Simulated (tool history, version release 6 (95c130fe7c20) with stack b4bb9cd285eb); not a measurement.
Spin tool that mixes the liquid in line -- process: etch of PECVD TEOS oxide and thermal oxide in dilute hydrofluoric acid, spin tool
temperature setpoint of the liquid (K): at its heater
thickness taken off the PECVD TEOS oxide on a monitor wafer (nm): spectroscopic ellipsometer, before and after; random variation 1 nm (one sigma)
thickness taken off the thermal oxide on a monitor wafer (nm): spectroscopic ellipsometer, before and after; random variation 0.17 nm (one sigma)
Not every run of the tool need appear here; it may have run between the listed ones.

run	hour	temperature setpoint of the liquid (K)	parts of water to one part of 49 % hydrofluoric acid (parts by volume)	time under the liquid (s)	thickness taken off the PECVD TEOS oxide on a monitor wafer (nm)	thickness taken off the thermal oxide on a monitor wafer (nm)
1	0.0	294.15	65	155	59.104	10.828
2	7.4	297.65	65	155	67.396	12.482
3	16.3	297.65	65	205	91.002	16.503
4	22.8	297.65	65	245	106.150	19.776
5	25.5	298.65	65	245	111.940	20.704
6	28.9	297.15	65	245	104.750	19.412

What does the tool deliver on the next run?
7	33.8	298.15	65	245	?	?

thickness taken off the PECVD TEOS oxide on a monitor wafer (nm): 111.870
thickness taken off the thermal oxide on a monitor wafer (nm): 20.122
